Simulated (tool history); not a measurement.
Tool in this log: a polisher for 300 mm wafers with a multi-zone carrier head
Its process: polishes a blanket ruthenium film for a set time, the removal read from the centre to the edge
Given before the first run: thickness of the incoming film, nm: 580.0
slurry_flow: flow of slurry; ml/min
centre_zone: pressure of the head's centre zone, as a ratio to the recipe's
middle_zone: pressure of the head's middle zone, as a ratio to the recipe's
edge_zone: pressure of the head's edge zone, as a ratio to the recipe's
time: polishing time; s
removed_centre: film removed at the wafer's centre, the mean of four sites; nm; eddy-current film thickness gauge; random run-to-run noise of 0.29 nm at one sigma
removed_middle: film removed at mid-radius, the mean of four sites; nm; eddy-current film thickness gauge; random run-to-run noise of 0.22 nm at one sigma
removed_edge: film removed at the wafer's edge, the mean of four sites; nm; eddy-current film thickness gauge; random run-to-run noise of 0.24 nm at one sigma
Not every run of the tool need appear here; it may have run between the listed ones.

{"run": 1, "hour": 0.0, "slurry_flow": 220, "centre_zone": 1, "middle_zone": 1, "edge_zone": 1, "time": 33, "removed_centre": 47.267, "removed_middle": 47.788, "removed_edge": 47.278}
{"run": 2, "hour": 7.0, "slurry_flow": 210, "centre_zone": 0.97, "middle_zone": 0.98, "edge_zone": 0.97, "time": 29, "removed_centre": 39.912, "removed_middle": 40.205, "removed_edge": 40.442}
{"run": 3, "hour": 11.0, "slurry_flow": 205, "centre_zone": 0.93, "middle_zone": 0.98, "edge_zone": 0.94, "time": 26, "removed_centre": 33.851, "removed_middle": 35.921, "removed_edge": 35.059}
{"run": 4, "hour": 15.7, "slurry_flow": 195, "centre_zone": 0.9, "middle_zone": 0.96, "edge_zone": 0.91, "time": 25, "removed_centre": 31.67, "removed_middle": 33.571, "removed_edge": 32.984}
{"run": 5, "hour": 20.8, "slurry_flow": 220, "centre_zone": 0.9, "middle_zone": 0.96, "edge_zone": 0.91, "time": 25, "removed_centre": 32.244, "removed_middle": 34.341, "removed_edge": 34.004}
{"run": 6, "hour": 26.8, "slurry_flow": 270, "centre_zone": 0.9, "middle_zone": 0.96, "edge_zone": 0.91, "time": 25, "removed_centre": 33.982, "removed_middle": 35.798, "removed_edge": 33.836}
{"run": 7, "hour": 27.3, "slurry_flow": 255, "centre_zone": 0.88, "middle_zone": 0.95, "edge_zone": 0.89, "time": 23, "removed_centre": 30.664, "removed_middle": 32.492, "removed_edge": 31.151}
{"run": 8, "hour": 34.9, "slurry_flow": 245, "centre_zone": 0.86, "middle_zone": 0.94, "edge_zone": 0.88, "time": 22, "removed_centre": 28.28, "removed_middle": 29.994, "removed_edge": 29.739}
{"run": 9, "hour": 40.1, "slurry_flow": 240, "centre_zone": 0.85, "middle_zone": 0.94, "edge_zone": 0.86, "time": 21, "removed_centre": 26.549, "removed_middle": 29.037, "removed_edge": 27.76}
{"run": 10, "hour": 47.4, "slurry_flow": 225, "centre_zone": 0.84, "middle_zone": 0.93, "edge_zone": 0.85, "time": 21, "removed_centre": 26.451, "removed_middle": 28.292, "removed_edge": 27.399}

Expected results for the next run?
{"hour": 49.9, "done": "slurry nozzle cleaned"}
{"run": 11, "hour": 49.9, "slurry_flow": 210, "centre_zone": 0.83, "middle_zone": 0.93, "edge_zone": 0.85, "time": 21, "removed_centre": "?", "removed_middle": "?", "removed_edge": "?"}

{"run 11": {"removed_centre": 25.659, "removed_middle": 28.641, "removed_edge": 28.202}}
